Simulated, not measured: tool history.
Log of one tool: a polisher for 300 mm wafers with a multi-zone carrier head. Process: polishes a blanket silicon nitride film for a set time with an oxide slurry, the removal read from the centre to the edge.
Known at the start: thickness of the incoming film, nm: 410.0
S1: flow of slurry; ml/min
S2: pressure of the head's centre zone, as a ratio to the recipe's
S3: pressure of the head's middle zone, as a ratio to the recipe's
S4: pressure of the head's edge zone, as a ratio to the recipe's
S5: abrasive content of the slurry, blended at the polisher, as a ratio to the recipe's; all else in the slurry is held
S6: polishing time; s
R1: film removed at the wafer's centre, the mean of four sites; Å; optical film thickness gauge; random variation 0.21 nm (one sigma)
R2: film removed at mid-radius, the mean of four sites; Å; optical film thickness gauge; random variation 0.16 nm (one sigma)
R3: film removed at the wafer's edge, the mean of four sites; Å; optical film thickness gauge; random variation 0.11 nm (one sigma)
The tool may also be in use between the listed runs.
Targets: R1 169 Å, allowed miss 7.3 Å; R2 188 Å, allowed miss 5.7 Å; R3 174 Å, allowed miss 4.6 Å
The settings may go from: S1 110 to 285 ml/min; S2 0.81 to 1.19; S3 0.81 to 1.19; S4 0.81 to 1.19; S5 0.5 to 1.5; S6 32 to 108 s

{"run": 1, "hour": 0.0, "S1": 180, "S2": 1, "S3": 1, "S4": 1, "S5": 1, "S6": 70, "R1": 324.61, "R2": 333.72, "R3": 326.48}
{"run": 2, "hour": 4.7, "S1": 180, "S2": 1, "S3": 1, "S4": 0.96, "S5": 1, "S6": 70, "R1": 327.76, "R2": 337.52, "R3": 322.54}
{"run": 3, "hour": 9.2, "S1": 175, "S2": 0.98, "S3": 0.99, "S4": 0.93, "S5": 0.85, "S6": 63, "R1": 268.42, "R2": 275.01, "R3": 264.25}
{"run": 4, "hour": 12.4, "S1": 170, "S2": 0.95, "S3": 0.99, "S4": 0.9, "S5": 0.75, "S6": 59, "R1": 230.35, "R2": 249.06, "R3": 231.56}
{"run": 5, "hour": 16.3, "S1": 165, "S2": 0.93, "S3": 0.98, "S4": 0.88, "S5": 0.65, "S6": 57, "R1": 203.18, "R2": 221.48, "R3": 206.37}
{"run": 6, "hour": 25.3, "S1": 160, "S2": 0.92, "S3": 0.97, "S4": 0.86, "S5": 0.6, "S6": 56, "R1": 189.92, "R2": 206.54, "R3": 192.87}
{"run": 7, "hour": 31.9, "S1": 125, "S2": 0.88, "S3": 0.96, "S4": 0.81, "S5": 0.5, "S6": 56, "R1": 157.76, "R2": 180.33, "R3": 162.95}
{"run": 8, "hour": 34.9, "S1": 135, "S2": 0.88, "S3": 0.96, "S4": 0.82, "S5": 0.5, "S6": 56, "R1": 158.69, "R2": 179.18, "R3": 168.16}

Which of these 5 next moves meets every target?
{"run": "A", "hour": 37.9, "S1": 185, "S2": 0.81, "S3": 0.81, "S4": 0.98, "S5": 0.5, "S6": 54, "R1": "?", "R2": "?", "R3": "?"}
{"run": "B", "hour": 37.9, "S1": 120, "S2": 0.91, "S3": 1.11, "S4": 0.83, "S5": 0.8, "S6": 48, "R1": "?", "R2": "?", "R3": "?"}
{"run": "C", "hour": 37.9, "S1": 120, "S2": 0.9, "S3": 1.09, "S4": 0.81, "S5": 0.75, "S6": 49, "R1": "?", "R2": "?", "R3": "?"}
{"run": "D", "hour": 37.9, "S1": 130, "S2": 0.89, "S3": 0.94, "S4": 0.81, "S5": 0.5, "S6": 59, "R1": "?", "R2": "?", "R3": "?"}
{"run": "E", "hour": 37.9, "S1": 125, "S2": 0.88, "S3": 1.01, "S4": 0.83, "S5": 0.65, "S6": 48, "R1": "?", "R2": "?", "R3": "?"}

move=A R1=152.85 R2=169.14 R3=182.38
move=B R1=170.82 R2=201.94 R3=174.04
move=C R1=167.58 R2=198.26 R3=170.87
move=D R1=169.11 R2=185.7 R3=173.07
move=E R1=152.27 R2=176.2 R3=159.89
A: further off than the last run
B: takes the result that was furthest off past its target
C: takes the result that was furthest off past its target
D: meets every target
E: further off than the last run
The right move is D.
